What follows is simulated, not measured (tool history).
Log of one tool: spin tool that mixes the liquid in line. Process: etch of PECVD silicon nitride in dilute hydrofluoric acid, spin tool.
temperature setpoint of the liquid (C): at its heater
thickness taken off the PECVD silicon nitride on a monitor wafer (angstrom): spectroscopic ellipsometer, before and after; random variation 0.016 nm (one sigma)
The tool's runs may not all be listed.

run	hour	temperature setpoint of the liquid (C)	parts of water to one part of 49 % hydrofluoric acid (parts by volume)	time under the liquid (s)	thickness taken off the PECVD silicon nitride on a monitor wafer (angstrom)
1	0.0	24.0	125	70	15.4960
2	2.1	24.0	160	70	12.2530
3	8.5	26.0	160	70	13.8880
4	9.0	22.5	160	70	11.1020
5	9.9	19.0	160	70	8.7822
6	18.9	22.5	160	70	11.0630
7	25.6	25.0	160	70	13.0200
8	31.5	26.5	160	70	14.2990

Run 9 comes next. What will it give?
9	36.1	28.0	160	70	?

{"run 9": {"thickness taken off the PECVD silicon nitride on a monitor wafer (angstrom)": 15.729}}

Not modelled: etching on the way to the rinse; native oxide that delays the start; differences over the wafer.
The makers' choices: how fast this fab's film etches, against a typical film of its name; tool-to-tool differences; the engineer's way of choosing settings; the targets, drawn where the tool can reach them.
